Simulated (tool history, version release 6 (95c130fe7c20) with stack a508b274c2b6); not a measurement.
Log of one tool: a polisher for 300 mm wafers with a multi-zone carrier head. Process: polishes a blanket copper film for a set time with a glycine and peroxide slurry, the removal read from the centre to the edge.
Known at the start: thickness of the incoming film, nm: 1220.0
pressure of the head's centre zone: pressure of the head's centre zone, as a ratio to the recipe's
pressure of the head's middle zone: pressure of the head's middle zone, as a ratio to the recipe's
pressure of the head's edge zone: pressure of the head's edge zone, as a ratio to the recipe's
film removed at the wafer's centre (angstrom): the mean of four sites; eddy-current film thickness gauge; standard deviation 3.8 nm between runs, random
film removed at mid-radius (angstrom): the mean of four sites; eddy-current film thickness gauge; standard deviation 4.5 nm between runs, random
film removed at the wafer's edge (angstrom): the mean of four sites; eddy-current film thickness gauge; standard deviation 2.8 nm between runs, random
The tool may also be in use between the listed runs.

| run | day | flow of slurry (ml/min) | pressure of the head's centre zone | pressure of the head's middle zone | pressure of the head's edge zone | polishing time (s) | film removed at the wafer's centre (angstrom) | film removed at mid-radius (angstrom) | film removed at the wafer's edge (angstrom) |
|---|---|---|---|---|---|---|---|---|---|
| 1 | 0 | 150 | 1 | 1 | 1 | 61 | 2946.5 | 3033.5 | 2921.2 |
| 2 | 0.175 | 150 | 1 | 1 | 0.95 | 61 | 3054.8 | 3096.8 | 2815 |
| 3 | 0.483 | 160 | 1.01 | 1.01 | 0.98 | 62 | 3050.9 | 3141.4 | 2918.7 |
| 4 | 0.542 | 180 | 1.01 | 1.01 | 0.98 | 62 | 3147.5 | 3203.1 | 2981.1 |
| 5 | 0.579 | 185 | 1.02 | 1.02 | 1 | 63 | 3284.5 | 3289 | 3114.5 |
| 6 | 0.942 | 190 | 1.03 | 1.03 | 1.01 | 63 | 3282.8 | 3341.8 | 3095.1 |
| 7 | 1 | 195 | 1.04 | 1.03 | 1.03 | 64 | 3365.8 | 3487.4 | 3190.4 |
| 8 | 1.038 | 200 | 1.05 | 1.02 | 1.04 | 65 | 3439.4 | 3478.8 | 3292.4 |

What will run 9 give?
| 9 | 1.338 | 205 | 1.06 | 1.02 | 1.05 | 65 | ? | ? | ? |

film removed at the wafer's centre (angstrom): 3540.3
film removed at mid-radius (angstrom): 3533.6
film removed at the wafer's edge (angstrom): 3301.2
